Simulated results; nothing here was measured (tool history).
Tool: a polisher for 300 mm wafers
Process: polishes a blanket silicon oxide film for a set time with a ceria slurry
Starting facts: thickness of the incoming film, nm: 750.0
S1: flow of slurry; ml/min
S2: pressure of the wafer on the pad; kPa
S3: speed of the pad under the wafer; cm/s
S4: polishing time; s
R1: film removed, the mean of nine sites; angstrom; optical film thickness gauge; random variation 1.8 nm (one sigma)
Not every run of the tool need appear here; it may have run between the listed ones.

run,day,S1,S2,S3,S4,R1
1,0.000,315,23.4,108,73,3284.3
2,0.375,315,23.4,108,77,3425.8
3,0.708,315,19.3,108,77,2839.2
4,1.042,315,17.9,108,77,2682.7
5,1.196,395,17.9,108,77,2710.8
6,1.275,395,17.2,108,77,2622.6

Run 7 has not been measured yet. What should we expect?
7,1.404,395,16.5,108,77,?

R1: 2498.5 angstrom
